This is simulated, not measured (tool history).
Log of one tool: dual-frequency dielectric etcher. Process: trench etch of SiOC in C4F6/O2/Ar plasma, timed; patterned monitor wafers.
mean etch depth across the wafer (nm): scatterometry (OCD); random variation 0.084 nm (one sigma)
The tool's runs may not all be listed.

| run | hour | source power (kW) | bias power (kW) | etch time (s) | mean etch depth across the wafer (nm) |
|---|---|---|---|---|---|
| 1 | 0 | 0.34 | 0.236 | 17 | 33.447 |
| 2 | 8.5 | 0.37 | 0.236 | 17 | 33.959 |
| 3 | 15.1 | 0.37 | 0.255 | 17 | 35.143 |
| 4 | 18.3 | 0.35 | 0.249 | 17 | 34.213 |
| 5 | 19.5 | 0.34 | 0.244 | 17 | 33.851 |
|  | 27.6 | wet clean of the chamber |
| 6 | 27.6 | 0.34 | 0.22 | 17 | 33.72 |
| 7 | 31.9 | 0.33 | 0.216 | 17 | 33.323 |
| 8 | 35.6 | 0.27 | 0.198 | 17 | 30.492 |

Run 9 comes next. What will it give?
| 9 | 39.1 | 0.27 | 0.198 | 17 | ? |

{"run 9": {"mean etch depth across the wafer (nm)": 30.355}}

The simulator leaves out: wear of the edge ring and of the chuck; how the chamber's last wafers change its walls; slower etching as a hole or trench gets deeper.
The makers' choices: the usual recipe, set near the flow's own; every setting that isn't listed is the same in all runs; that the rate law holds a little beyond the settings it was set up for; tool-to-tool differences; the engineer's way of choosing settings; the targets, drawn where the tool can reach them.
